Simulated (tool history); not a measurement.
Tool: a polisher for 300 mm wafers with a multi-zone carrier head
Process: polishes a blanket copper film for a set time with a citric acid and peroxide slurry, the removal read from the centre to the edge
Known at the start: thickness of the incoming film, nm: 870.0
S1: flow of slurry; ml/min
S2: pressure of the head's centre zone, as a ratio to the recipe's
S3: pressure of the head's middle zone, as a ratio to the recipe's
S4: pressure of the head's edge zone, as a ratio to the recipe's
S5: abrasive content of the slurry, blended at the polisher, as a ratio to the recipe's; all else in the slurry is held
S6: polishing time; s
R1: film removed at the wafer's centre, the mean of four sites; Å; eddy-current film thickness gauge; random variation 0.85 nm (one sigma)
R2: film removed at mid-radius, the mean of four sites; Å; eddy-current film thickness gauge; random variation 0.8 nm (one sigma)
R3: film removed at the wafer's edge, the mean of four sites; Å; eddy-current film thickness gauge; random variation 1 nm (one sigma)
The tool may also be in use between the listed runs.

run,hour,S1,S2,S3,S4,S5,S6,R1,R2,R3
1,0,135,1,1,1,1,82,1485.5,1469.9,1449.5
2,2.6,135,1,1,1.04,1,82,1457.5,1457.2,1481.2
3,11.2,135,1,0.97,1.04,1,82,1458.5,1439.3,1486.2
4,19.3,135,1.01,0.96,1.02,0.95,78,1393.2,1365.7,1396.4
5,23.6,135,1.03,0.95,1.01,0.9,74,1321.5,1245.7,1307.6
6,31.3,135,1.04,0.95,0.99,0.85,71,1291,1188.1,1217.7

Forecast run 7:
7,31.9,135,1.04,0.95,0.97,0.8,69,?,?,?

Run 7 gave R1 1230 Å, R2 1159 Å, R3 1170.8 Å.
